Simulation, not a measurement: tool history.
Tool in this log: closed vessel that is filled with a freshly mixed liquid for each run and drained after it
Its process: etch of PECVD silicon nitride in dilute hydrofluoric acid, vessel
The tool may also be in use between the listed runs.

run	hour	temperature setpoint of the liquid (C)	parts of water to one part of 49 % hydrofluoric acid (parts by volume)	time in the liquid (s)	thickness taken off the PECVD silicon nitride on a monitor wafer (nm)
1	0.0	25.0	95	85	1.7582
2	0.5	25.0	80	85	2.0861
3	6.1	26.5	80	85	2.2795
4	9.5	26.5	50	85	3.6464
5	15.0	28.0	50	85	3.9764
6	22.2	27.5	50	85	3.8868

Forecast run 7:
7	23.5	27.0	50	85	?

{"run 7": {"thickness taken off the PECVD silicon nitride on a monitor wafer (nm)": 3.7517}}
